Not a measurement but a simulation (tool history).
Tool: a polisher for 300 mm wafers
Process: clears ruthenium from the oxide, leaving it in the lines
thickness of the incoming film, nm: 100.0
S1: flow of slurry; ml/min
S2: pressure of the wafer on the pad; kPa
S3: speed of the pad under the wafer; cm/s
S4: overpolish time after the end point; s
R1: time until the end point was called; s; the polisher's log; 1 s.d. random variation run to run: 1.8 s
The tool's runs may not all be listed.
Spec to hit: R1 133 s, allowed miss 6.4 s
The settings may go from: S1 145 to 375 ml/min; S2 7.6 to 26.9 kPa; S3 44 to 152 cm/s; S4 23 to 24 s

| run | day | S1 | S2 | S3 | S4 | R1 |
|---|---|---|---|---|---|---|
| 1 | 0 | 240 | 17.2 | 98 | 23 | 62.812 |
| 2 | 0.329 | 240 | 15.2 | 98 | 23 | 68.672 |
| 3 | 0.638 | 240 | 13.8 | 92 | 23 | 80.874 |
| 4 | 0.758 | 240 | 13.8 | 92 | 24 | 82.657 |
| 5 | 0.796 | 275 | 13.8 | 92 | 24 | 80.286 |
| 6 | 1.1 | 275 | 13.8 | 110 | 24 | 68.796 |
| 7 | 1.233 | 275 | 12.4 | 104 | 24 | 77.306 |
| 8 | 1.596 | 275 | 11.7 | 98 | 24 | 87.25 |
| 9 | 1.729 | 275 | 11 | 94 | 24 | 93.15 |
| 10 | 1.896 | 275 | 10.3 | 90 | 24 | 106.21 |
| 11 | 1.958 | 275 | 10.3 | 90 | 24 | 108.21 |
| 12 | 2.117 | 275 | 7.6 | 84 | 24 | 146.12 |

Exactly one of the 5 candidate moves below puts every result within its allowed miss. Which one?
| A | 2.275 | 255 | 9.7 | 60 | 24 | ? |
| B | 2.275 | 345 | 9.7 | 62 | 23 | ? |
| C | 2.275 | 260 | 9.7 | 78 | 24 | ? |
| D | 2.275 | 290 | 7.6 | 78 | 24 | ? |
| E | 2.275 | 295 | 7.6 | 76 | 23 | ? |

| move | R1 |
|---|---|
| A | 168.13 |
| B | 158.27 |
| C | 130.49 |
| D | 159.21 |
| E | 162.97 |
A: the biggest miss grows against the last run
B: the biggest miss grows against the last run
C: all results land within tolerance of their targets
D: the biggest miss grows against the last run
E: the biggest miss grows against the last run
So the answer is move C, the one that meets all the targets.

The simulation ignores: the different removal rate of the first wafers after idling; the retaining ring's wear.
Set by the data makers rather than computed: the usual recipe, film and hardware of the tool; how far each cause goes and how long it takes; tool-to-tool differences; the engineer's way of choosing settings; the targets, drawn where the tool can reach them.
